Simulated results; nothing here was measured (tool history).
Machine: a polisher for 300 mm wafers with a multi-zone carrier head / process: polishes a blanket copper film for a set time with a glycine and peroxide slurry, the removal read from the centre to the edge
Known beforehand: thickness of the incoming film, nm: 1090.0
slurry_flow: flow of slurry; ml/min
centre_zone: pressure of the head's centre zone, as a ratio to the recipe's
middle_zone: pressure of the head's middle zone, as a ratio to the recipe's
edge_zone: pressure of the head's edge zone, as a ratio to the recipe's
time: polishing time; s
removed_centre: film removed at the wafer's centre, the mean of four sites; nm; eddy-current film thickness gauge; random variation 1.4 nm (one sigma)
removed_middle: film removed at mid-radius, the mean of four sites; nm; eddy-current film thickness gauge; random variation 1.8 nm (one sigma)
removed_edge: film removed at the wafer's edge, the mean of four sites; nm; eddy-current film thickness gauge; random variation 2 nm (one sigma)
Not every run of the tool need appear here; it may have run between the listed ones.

{"run": 1, "hour": 0.0, "slurry_flow": 320, "centre_zone": 1.0, "middle_zone": 1.0, "edge_zone": 1.0, "time": 49, "removed_centre": 216.48, "removed_middle": 218.88, "removed_edge": 209.34}
{"run": 2, "hour": 3.8, "slurry_flow": 320, "centre_zone": 1.0, "middle_zone": 1.0, "edge_zone": 1.0, "time": 39, "removed_centre": 174.51, "removed_middle": 171.91, "removed_edge": 169.83}
{"run": 3, "hour": 8.1, "slurry_flow": 320, "centre_zone": 1.0, "middle_zone": 1.0, "edge_zone": 1.0, "time": 50, "removed_centre": 223.88, "removed_middle": 221.99, "removed_edge": 217.09}
{"run": 4, "hour": 15.1, "slurry_flow": 315, "centre_zone": 0.97, "middle_zone": 0.99, "edge_zone": 0.97, "time": 49, "removed_centre": 215.04, "removed_middle": 214.85, "removed_edge": 214.6}
{"run": 5, "hour": 16.7, "slurry_flow": 315, "centre_zone": 0.96, "middle_zone": 1.01, "edge_zone": 0.98, "time": 47, "removed_centre": 203.99, "removed_middle": 215.52, "removed_edge": 206.99}
{"run": 6, "hour": 21.7, "slurry_flow": 315, "centre_zone": 0.95, "middle_zone": 1.02, "edge_zone": 0.98, "time": 46, "removed_centre": 196.31, "removed_middle": 206.31, "removed_edge": 198.81}
{"run": 7, "hour": 25.5, "slurry_flow": 315, "centre_zone": 0.95, "middle_zone": 1.02, "edge_zone": 0.98, "time": 46, "removed_centre": 196.31, "removed_middle": 207.05, "removed_edge": 200.04}
{"run": 8, "hour": 29.3, "slurry_flow": 315, "centre_zone": 0.94, "middle_zone": 1.03, "edge_zone": 0.98, "time": 45, "removed_centre": 191.41, "removed_middle": 207.48, "removed_edge": 195.73}
{"run": 9, "hour": 30.0, "slurry_flow": 315, "centre_zone": 0.93, "middle_zone": 1.03, "edge_zone": 0.98, "time": 44, "removed_centre": 184.27, "removed_middle": 198.52, "removed_edge": 191.49}

The next listed run, before its measurement:
{"run": 10, "hour": 33.4, "slurry_flow": 315, "centre_zone": 0.93, "middle_zone": 1.04, "edge_zone": 0.98, "time": 44, "removed_centre": "?", "removed_middle": "?", "removed_edge": "?"}

removed_centre: 184.54 nm
removed_middle: 202.83 nm
removed_edge: 192.31 nm
